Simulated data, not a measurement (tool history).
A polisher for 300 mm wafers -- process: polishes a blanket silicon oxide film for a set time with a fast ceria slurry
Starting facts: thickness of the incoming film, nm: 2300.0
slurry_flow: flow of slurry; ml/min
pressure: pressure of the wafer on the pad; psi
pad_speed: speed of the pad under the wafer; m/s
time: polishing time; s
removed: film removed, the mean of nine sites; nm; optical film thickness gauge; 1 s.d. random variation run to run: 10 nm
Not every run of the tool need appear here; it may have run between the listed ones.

{"run": 1, "hour": 0.0, "slurry_flow": 125, "pressure": 2.7, "pad_speed": 1.06, "time": 59, "removed": 1013.0}
{"run": 2, "hour": 7.1, "slurry_flow": 125, "pressure": 2.7, "pad_speed": 0.94, "time": 59, "removed": 906.14}
{"run": 3, "hour": 13.6, "slurry_flow": 125, "pressure": 2.7, "pad_speed": 0.94, "time": 59, "removed": 903.19}
{"run": 4, "hour": 18.3, "slurry_flow": 135, "pressure": 2.9, "pad_speed": 0.94, "time": 59, "removed": 968.21}
{"run": 5, "hour": 22.7, "slurry_flow": 135, "pressure": 2.9, "pad_speed": 0.94, "time": 62, "removed": 1027.8}
{"run": 6, "hour": 26.5, "slurry_flow": 135, "pressure": 2.9, "pad_speed": 0.7, "time": 62, "removed": 768.49}

For run 7, what comes out?
{"run": 7, "hour": 30.4, "slurry_flow": 140, "pressure": 3.3, "pad_speed": 0.72, "time": 62, "removed": "?"}

{"run 7": {"removed": 916.3}}

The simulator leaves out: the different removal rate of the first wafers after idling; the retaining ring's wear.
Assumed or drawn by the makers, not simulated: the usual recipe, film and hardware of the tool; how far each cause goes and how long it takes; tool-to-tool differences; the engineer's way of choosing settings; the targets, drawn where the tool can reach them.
